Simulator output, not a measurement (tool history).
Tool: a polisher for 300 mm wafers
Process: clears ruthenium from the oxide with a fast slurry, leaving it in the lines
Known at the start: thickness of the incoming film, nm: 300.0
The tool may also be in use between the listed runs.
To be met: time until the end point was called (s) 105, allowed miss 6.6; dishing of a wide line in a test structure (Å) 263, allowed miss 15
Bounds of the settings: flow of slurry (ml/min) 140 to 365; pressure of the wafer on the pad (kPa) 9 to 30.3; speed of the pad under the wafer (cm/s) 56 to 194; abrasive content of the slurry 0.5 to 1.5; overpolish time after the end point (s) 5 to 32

run  hour  flow of slurry (ml/min)  pressure of the wafer on the pad (kPa)  speed of the pad under the wafer (cm/s)  abrasive content of the slurry  overpolish time after the end point (s)  time until the end point was called (s)  dishing of a wide line in a test structure (Å)
  1     0                      235                                    19.3                                      124                               1                                       16                                   68.171                                          455.37
  2   7.4                      235                                    22.1                                      124                               1                                       16                                    57.61                                          502.38
  3   8.1                      235                                      20                                      122                               1                                       14                                   65.632                                          445.77
  4  14.8                      235                                      20                                      122                            0.95                                       14                                   66.564                                          424.41
  5  22.1                      235                                    18.6                                      122                             0.9                                       13                                   73.634                                           397.7
  6  29.8                      235                                    23.4                                      122                             0.9                                       13                                   61.356                                          441.53
  7  31.4                      235                                    21.4                                      120                             0.9                                       12                                   64.097                                          389.35
  8  33.5                      235                                    19.3                                      118                             0.9                                       11                                   72.254                                          333.92
  9  40.4                      235                                    17.9                                      118                             0.9                                       11                                   79.213                                          334.05
 10  48.6                      235                                    16.5                                      118                             0.9                                       11                                   82.721                                          310.25
 11  53.5                      235                                    15.9                                      118                             0.9                                       11                                   89.193                                          299.01
 12  55.4                      235                                    15.2                                      118                             0.9                                       11                                   91.743                                          288.81
 13  62.4                      235                                    14.5                                      118                             0.9                                       11                                   97.471                                          275.65

4 next moves are on the table. One of them brings every result within its allowed miss. Which?
  A  69.4                      225                                    12.4                                      110                             0.9                                       13                                        ?                                               ?
  B  69.4                      210                                    16.5                                      128                            0.75                                        9                                        ?                                               ?
  C  69.4                      245                                    13.1                                      102                             0.8                                       16                                        ?                                               ?
  D  69.4                      255                                    11.7                                      132                            0.95                                       11                                        ?                                               ?

move  time until the end point was called (s)  dishing of a wide line in a test structure (Å)
   A                                   121.09                                          268.13
   B                                   87.068                                          260.23
   C                                    129.1                                          299.56
   D                                   103.07                                          266.89
A: takes the result that was furthest off past its target
B: further off than the last run
C: takes the result that was furthest off past its target
D: meets every target
Answer: D
